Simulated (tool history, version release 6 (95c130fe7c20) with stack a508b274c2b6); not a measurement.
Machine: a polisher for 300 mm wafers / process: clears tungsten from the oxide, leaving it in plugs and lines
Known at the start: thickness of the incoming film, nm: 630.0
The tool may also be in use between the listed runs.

run,day,flow of slurry (ml/min),pressure of the wafer on the pad (psi),speed of the pad under the wafer (cm/s),abrasive content of the slurry,overpolish time after the end point (s),time until the end point was called (s)
1,0.000,155,4.0,106,1.0,7,133.58
2,0.042,155,3.6,104,1.0,7,149.53
3,0.267,155,3.6,104,1.0,7,144.25
4,0.429,155,3.3,100,1.0,7,162.23
5,0.471,130,3.3,100,1.0,7,171.55
6,0.667,165,3.3,100,1.0,7,164.00

The next listed run, before its measurement:
7,0.888,165,3.1,98,1.0,7,?

time until the end point was called (s): 172.38
